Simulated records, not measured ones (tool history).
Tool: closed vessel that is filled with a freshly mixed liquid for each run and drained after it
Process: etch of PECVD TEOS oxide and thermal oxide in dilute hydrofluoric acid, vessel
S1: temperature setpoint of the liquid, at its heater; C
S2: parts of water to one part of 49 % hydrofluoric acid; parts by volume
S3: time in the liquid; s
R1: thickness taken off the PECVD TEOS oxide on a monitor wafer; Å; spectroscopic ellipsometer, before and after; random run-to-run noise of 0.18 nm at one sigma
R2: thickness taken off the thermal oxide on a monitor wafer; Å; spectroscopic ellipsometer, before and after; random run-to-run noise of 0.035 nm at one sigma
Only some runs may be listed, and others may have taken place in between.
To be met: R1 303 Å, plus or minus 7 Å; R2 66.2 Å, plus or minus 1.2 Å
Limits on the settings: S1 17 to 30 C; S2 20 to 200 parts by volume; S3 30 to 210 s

run 1 hour=0 | S1=22 S2=110 S3=105 | R1=174.58 R2=38.074
run 2 hour=5 | S1=24 S2=105 S3=105 | R1=199.87 R2=43.415
run 3 hour=7.1 | S1=24 S2=105 S3=60 | R1=114.2 R2=24.782
run 4 hour=14.9 | S1=25.5 S2=90 S3=60 | R1=143.1 R2=31.39
run 5 hour=18.2 | S1=26.5 S2=80 S3=60 | R1=169.3 R2=37.611
run 6 hour=19.5 | S1=27 S2=70 S3=60 | R1=200.25 R2=43.744
run 7 hour=22.2 | S1=27.5 S2=65 S3=60 | R1=225.34 R2=48.411
run 8 hour=24.2 | S1=30 S2=45 S3=60 | R1=366.14 R2=79.655
run 9 hour=29.3 | S1=29.5 S2=45 S3=60 | R1=357.17 R2=78.224
run 10 hour=30.8 | S1=29 S2=45 S3=60 | R1=349.58 R2=77.081
run 11 hour=36.5 | S1=28.5 S2=45 S3=60 | R1=343.19 R2=75.222
run 12 hour=42.8 | S1=28 S2=45 S3=60 | R1=338.71 R2=73.887
run 13 hour=46.2 | S1=27.5 S2=45 S3=60 | R1=330.45 R2=72.639

Consider the 4 candidate settings below. Which is the only one whose results all fall within their allowed miss of target?
run A hour=49.6 | S1=30 S2=65 S3=70 | R1=? R2=?
run B hour=49.6 | S1=21 S2=20 S3=30 | R1=? R2=?
run C hour=49.6 | S1=27.5 S2=55 S3=65 | R1=? R2=?
run D hour=49.6 | S1=30 S2=100 S3=120 | R1=? R2=?

move=A R1=283.97 R2=63.04
move=B R1=289.54 R2=64.277
move=C R1=286.23 R2=63.542
move=D R1=301.17 R2=66.859
A: takes the biggest miss from the last run beyond its target
B: takes the biggest miss from the last run beyond its target
C: takes the biggest miss from the last run beyond its target
D: each result inside its tolerance
Correct choice: D, which meets every target

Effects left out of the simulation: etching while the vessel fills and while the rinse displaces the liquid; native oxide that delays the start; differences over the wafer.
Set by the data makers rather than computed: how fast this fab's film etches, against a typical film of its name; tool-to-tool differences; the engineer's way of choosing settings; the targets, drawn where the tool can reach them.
